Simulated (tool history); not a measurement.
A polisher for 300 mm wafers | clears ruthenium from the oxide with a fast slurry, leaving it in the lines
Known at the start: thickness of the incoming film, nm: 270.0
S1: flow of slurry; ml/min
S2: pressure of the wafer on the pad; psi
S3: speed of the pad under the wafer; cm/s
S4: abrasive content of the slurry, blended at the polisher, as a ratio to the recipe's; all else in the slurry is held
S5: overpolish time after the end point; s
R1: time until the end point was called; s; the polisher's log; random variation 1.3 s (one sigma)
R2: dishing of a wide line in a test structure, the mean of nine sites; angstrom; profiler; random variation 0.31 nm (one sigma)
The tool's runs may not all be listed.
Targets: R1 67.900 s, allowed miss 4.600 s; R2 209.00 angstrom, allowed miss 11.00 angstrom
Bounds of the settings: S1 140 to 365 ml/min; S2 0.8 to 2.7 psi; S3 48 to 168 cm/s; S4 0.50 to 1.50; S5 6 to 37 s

run  hour   S1   S2   S3    S4  S5      R1      R2
  1   0.0  235  1.7  108  1.00  19  90.890  403.95
  2   2.9  235  2.1  108  1.00  19  72.743  477.93
  3   4.2  235  2.2  100  1.00  16  73.725  398.94
  4  11.1  240  2.3   86  1.10  13  80.466  324.00
  5  15.7  240  2.3   86  1.30  13  70.943  343.32
  6  18.9  240  2.3   86  1.20  13  70.548  336.09
  7  22.8  255  2.3   78  1.30  11  74.984  287.38
  8  27.7  285  2.3   76  1.35  10  77.536  256.07
     31.8  -- head pressure recalibrated
  9  31.8  350  2.5   74  1.50   6  61.533  195.11
 10  40.6  345  2.5   74  1.50   6  61.793  191.54
 11  48.5  335  2.5   74  1.50   6  62.373  193.85

Which of these 4 next moves meets every target?
  A  56.4  300  2.7  86  1.15   6   ?   ?
  B  56.4  315  2.6  66  1.45   7   ?   ?
  C  56.4  285  2.2  80  1.50   6   ?   ?
  D  56.4  315  2.6  78  1.50   6   ?   ?

move      R1      R2
   A  57.755  212.83
   B  67.519  212.43
   C  67.288  184.78
   D  57.872  212.44
A: brings the result that was furthest off to its target, and leaves another outside
B: meets every target
C: further off than the last run
D: brings the result that was furthest off to its target, and leaves another outside
Move B is the one to make.

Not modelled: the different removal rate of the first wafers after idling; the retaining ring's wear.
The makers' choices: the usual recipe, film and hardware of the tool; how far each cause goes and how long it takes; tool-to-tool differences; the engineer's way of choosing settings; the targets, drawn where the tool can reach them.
